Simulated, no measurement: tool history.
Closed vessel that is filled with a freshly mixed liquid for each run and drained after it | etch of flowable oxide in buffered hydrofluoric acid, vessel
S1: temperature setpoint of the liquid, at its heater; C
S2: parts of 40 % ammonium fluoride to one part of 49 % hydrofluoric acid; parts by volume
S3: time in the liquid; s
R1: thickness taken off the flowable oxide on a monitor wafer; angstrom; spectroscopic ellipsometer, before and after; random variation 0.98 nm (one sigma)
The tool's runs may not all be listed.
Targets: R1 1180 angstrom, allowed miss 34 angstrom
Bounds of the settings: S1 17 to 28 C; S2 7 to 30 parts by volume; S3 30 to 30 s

run 1 day=0 | S1=20 S2=20 S3=30 | R1=550.44
run 2 day=0.112 | S1=20 S2=15 S3=30 | R1=756.66
run 3 day=0.475 | S1=22 S2=15 S3=30 | R1=835.16
run 4 day=0.783 | S1=24 S2=15 S3=30 | R1=930.89
run 5 day=1.125 | S1=22.5 S2=15 S3=30 | R1=848.22
run 6 day=1.362 | S1=22.5 S2=15 S3=30 | R1=846.2
run 7 day=1.662 | S1=24 S2=14.5 S3=30 | R1=958.64
run 8 day=1.967 | S1=25 S2=14.5 S3=30 | R1=1004.1
run 9 day=2.042 | S1=25 S2=14.5 S3=30 | R1=1015.6

Which of these 5 next moves meets every target?
run A day=2.117 | S1=27 S2=13 S3=30 | R1=?
run B day=2.117 | S1=25 S2=12.5 S3=30 | R1=?
run C day=2.117 | S1=25.5 S2=12 S3=30 | R1=?
run D day=2.117 | S1=22.5 S2=10 S3=30 | R1=?
run E day=2.117 | S1=21 S2=11 S3=30 | R1=?

move=A R1=1247.2
move=B R1=1163.6
move=C R1=1244.2
move=D R1=1261.9
move=E R1=1058.4
A: takes the result that was furthest off past its target
B: meets every target
C: takes the result that was furthest off past its target
D: takes the result that was furthest off past its target
E: nearer than the last run, and not there yet
The right move is B.

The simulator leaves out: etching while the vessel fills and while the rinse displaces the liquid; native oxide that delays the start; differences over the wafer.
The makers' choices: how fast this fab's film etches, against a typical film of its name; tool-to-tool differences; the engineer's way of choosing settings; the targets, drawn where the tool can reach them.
